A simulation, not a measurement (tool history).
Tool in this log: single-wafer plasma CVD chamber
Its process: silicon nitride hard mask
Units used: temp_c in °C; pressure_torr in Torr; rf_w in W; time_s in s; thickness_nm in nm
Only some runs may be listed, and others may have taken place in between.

| run | hour | temp_c | pressure_torr | rf_w | time_s | thickness_nm |
|---|---|---|---|---|---|---|
| 1 | 0.0 | 380 | 1.90 | 385 | 70.9 | 105.050 |
| 2 | 1.5 | 380 | 1.90 | 435 | 70.9 | 114.850 |
| 3 | 3.4 | 380 | 1.76 | 435 | 70.9 | 113.960 |
| 4 | 12.4 | 380 | 1.50 | 435 | 70.9 | 107.910 |
| 5 | 19.0 | 380 | 1.41 | 410 | 70.9 | 103.380 |
| 6 | 23.7 | 380 | 1.34 | 385 | 70.9 | 97.265 |

Expected results for the next run?
| 7 | 24.5 | 380 | 1.29 | 370 | 70.9 | ? |

thickness_nm: 93.957 nm

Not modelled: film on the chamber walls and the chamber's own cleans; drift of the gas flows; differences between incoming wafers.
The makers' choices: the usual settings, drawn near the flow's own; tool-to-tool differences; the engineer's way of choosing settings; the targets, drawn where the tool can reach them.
